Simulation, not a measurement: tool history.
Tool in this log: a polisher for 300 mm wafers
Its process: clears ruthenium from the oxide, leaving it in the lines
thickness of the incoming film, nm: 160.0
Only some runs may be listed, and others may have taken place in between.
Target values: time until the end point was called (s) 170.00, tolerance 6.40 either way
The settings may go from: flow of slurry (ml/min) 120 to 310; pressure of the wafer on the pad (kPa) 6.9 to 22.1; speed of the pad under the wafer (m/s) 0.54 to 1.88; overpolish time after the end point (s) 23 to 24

run  hour  flow of slurry (ml/min)  pressure of the wafer on the pad (kPa)  speed of the pad under the wafer (m/s)  overpolish time after the end point (s)  time until the end point was called (s)
  1   0.0                      200                                    14.5                                    1.20                                       23                                   131.73
  2   3.0                      200                                    13.8                                    1.20                                       23                                   140.82
  3   8.5                      230                                    13.8                                    1.20                                       23                                   133.86
  4  14.3                      220                                    13.1                                    1.20                                       23                                   143.53
  5  16.7                      220                                    13.1                                    1.20                                       23                                   144.86
  6  19.5                      210                                    12.4                                    1.20                                       23                                   155.45
  7  20.6                      200                                    12.4                                    1.20                                       23                                   151.35
  8  26.6                      200                                    11.7                                    1.20                                       23                                   160.70

Which one of the following 4 next-run settings gets every result inside its allowed miss? There is exactly one.
  A  32.6                      200                                    11.0                                    1.08                                       24                                        ?
  B  32.6                      210                                    12.4                                    1.26                                       24                                        ?
  C  32.6                      205                                    11.7                                    1.16                                       23                                        ?
  D  32.6                      260                                    13.8                                    0.88                                       24                                        ?

move  time until the end point was called (s)
   A                                   193.18
   B                                   147.51
   C                                   169.46
   D                                   183.54
A: takes the biggest miss from the last run beyond its target
B: moves away from the targets compared with the last run
C: all results land within tolerance of their targets
D: takes the biggest miss from the last run beyond its target
Go with C: it meets all targets.

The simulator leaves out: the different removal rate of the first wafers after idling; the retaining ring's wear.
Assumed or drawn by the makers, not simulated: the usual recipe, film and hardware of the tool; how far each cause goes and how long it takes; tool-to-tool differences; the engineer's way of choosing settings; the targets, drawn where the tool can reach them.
